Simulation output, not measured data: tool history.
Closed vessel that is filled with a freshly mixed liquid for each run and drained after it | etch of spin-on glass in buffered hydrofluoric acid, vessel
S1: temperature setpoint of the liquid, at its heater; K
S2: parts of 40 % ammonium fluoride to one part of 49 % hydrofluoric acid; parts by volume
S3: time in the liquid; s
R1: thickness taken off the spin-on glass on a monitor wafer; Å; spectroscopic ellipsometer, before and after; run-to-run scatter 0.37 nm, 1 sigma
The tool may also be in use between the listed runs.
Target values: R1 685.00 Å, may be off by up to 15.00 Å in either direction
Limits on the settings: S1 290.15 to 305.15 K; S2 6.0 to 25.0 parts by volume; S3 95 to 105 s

{"run": 1, "hour": 0.0, "S1": 297.15, "S2": 15.5, "S3": 95, "R1": 1376.3}
{"run": 2, "hour": 2.3, "S1": 295.65, "S2": 16.5, "S3": 95, "R1": 1194.9}
{"run": 3, "hour": 10.4, "S1": 295.65, "S2": 16.5, "S3": 105, "R1": 1313.7}
{"run": 4, "hour": 11.8, "S1": 294.65, "S2": 17.5, "S3": 105, "R1": 1165.6}
{"run": 5, "hour": 20.3, "S1": 294.65, "S2": 19.5, "S3": 105, "R1": 1062.9}
{"run": 6, "hour": 21.7, "S1": 293.65, "S2": 20.0, "S3": 105, "R1": 969.05}
{"run": 7, "hour": 27.4, "S1": 293.15, "S2": 20.5, "S3": 105, "R1": 928.88}
{"run": 8, "hour": 35.5, "S1": 293.15, "S2": 20.5, "S3": 105, "R1": 922.28}
{"run": 9, "hour": 41.0, "S1": 293.15, "S2": 20.5, "S3": 105, "R1": 924.43}
{"run": 10, "hour": 44.9, "S1": 292.65, "S2": 21.0, "S3": 105, "R1": 880.57}
{"run": 11, "hour": 49.2, "S1": 292.15, "S2": 21.5, "S3": 105, "R1": 854.39}
{"run": 12, "hour": 50.1, "S1": 291.65, "S2": 22.0, "S3": 105, "R1": 818.0}
{"run": 13, "hour": 51.7, "S1": 291.15, "S2": 22.5, "S3": 105, "R1": 780.46}
{"run": 14, "hour": 59.7, "S1": 291.15, "S2": 23.0, "S3": 105, "R1": 765.01}
{"run": 15, "hour": 67.4, "S1": 291.15, "S2": 23.5, "S3": 105, "R1": 754.89}
{"run": 16, "hour": 73.1, "S1": 290.65, "S2": 24.0, "S3": 105, "R1": 722.26}

Exercise: of the 5 proposed moves below, exactly one satisfies all targets within the stated allowed misses. Which move is it?
{"run": "A", "hour": 78.8, "S1": 290.15, "S2": 25.0, "S3": 105, "R1": "?"}
{"run": "B", "hour": 78.8, "S1": 292.65, "S2": 25.0, "S3": 95, "R1": "?"}
{"run": "C", "hour": 78.8, "S1": 292.65, "S2": 24.5, "S3": 100, "R1": "?"}
{"run": "D", "hour": 78.8, "S1": 290.15, "S2": 23.5, "S3": 105, "R1": "?"}
{"run": "E", "hour": 78.8, "S1": 291.15, "S2": 25.0, "S3": 105, "R1": "?"}

move=A R1=684.72
move=B R1=714.21
move=C R1=762.37
move=D R1=714.70
move=E R1=725.01
A: hits every target within its allowed miss
B: nearer than the last run, and not there yet
C: its largest miss is bigger than the last run's
D: nearer than the last run, and not there yet
E: its largest miss is bigger than the last run's
The move that meets every target is A.
